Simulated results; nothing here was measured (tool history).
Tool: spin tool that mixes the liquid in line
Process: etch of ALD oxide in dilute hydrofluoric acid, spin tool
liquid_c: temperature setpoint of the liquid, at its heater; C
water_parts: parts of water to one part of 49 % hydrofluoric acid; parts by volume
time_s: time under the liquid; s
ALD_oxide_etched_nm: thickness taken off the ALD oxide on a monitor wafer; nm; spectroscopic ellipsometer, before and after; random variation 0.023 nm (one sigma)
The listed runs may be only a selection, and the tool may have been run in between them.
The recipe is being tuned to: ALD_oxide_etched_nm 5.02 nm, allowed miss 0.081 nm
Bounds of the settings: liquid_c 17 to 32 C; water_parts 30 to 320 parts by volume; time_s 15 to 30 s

{"run": 1, "hour": 0.0, "liquid_c": 24, "water_parts": 175, "time_s": 30, "ALD_oxide_etched_nm": 2.5872}
{"run": 2, "hour": 7.4, "liquid_c": 24, "water_parts": 175, "time_s": 30, "ALD_oxide_etched_nm": 2.5725}
{"run": 3, "hour": 9.4, "liquid_c": 24, "water_parts": 175, "time_s": 30, "ALD_oxide_etched_nm": 2.596}
{"run": 4, "hour": 13.6, "liquid_c": 24, "water_parts": 175, "time_s": 30, "ALD_oxide_etched_nm": 2.5871}
{"run": 5, "hour": 19.9, "liquid_c": 21.5, "water_parts": 175, "time_s": 30, "ALD_oxide_etched_nm": 2.3717}
{"run": 6, "hour": 26.5, "liquid_c": 23.5, "water_parts": 165, "time_s": 30, "ALD_oxide_etched_nm": 2.7196}
{"hour": 27.6, "done": "thermometer replaced"}
{"run": 7, "hour": 27.6, "liquid_c": 27.5, "water_parts": 110, "time_s": 30, "ALD_oxide_etched_nm": 5.2831}
{"run": 8, "hour": 31.4, "liquid_c": 27, "water_parts": 110, "time_s": 30, "ALD_oxide_etched_nm": 5.1812}

Consider the 5 candidate settings below. Which is the only one whose results all fall within their allowed miss of target?
{"run": "A", "hour": 35.2, "liquid_c": 26, "water_parts": 110, "time_s": 30, "ALD_oxide_etched_nm": "?"}
{"run": "B", "hour": 35.2, "liquid_c": 28.5, "water_parts": 115, "time_s": 30, "ALD_oxide_etched_nm": "?"}
{"run": "C", "hour": 35.2, "liquid_c": 27, "water_parts": 105, "time_s": 30, "ALD_oxide_etched_nm": "?"}
{"run": "D", "hour": 35.2, "liquid_c": 26.5, "water_parts": 115, "time_s": 30, "ALD_oxide_etched_nm": "?"}
{"run": "E", "hour": 35.2, "liquid_c": 26.5, "water_parts": 105, "time_s": 30, "ALD_oxide_etched_nm": "?"}

move=A ALD_oxide_etched_nm=4.9939
move=B ALD_oxide_etched_nm=5.2198
move=C ALD_oxide_etched_nm=5.4722
move=D ALD_oxide_etched_nm=4.8387
move=E ALD_oxide_etched_nm=5.3679
A: hits every target within its allowed miss
B: misses by more than the last run did
C: misses by more than the last run did
D: the result that was furthest off in the last run now lies on the other side of its target
E: misses by more than the last run did
Correct choice: A, which meets every target
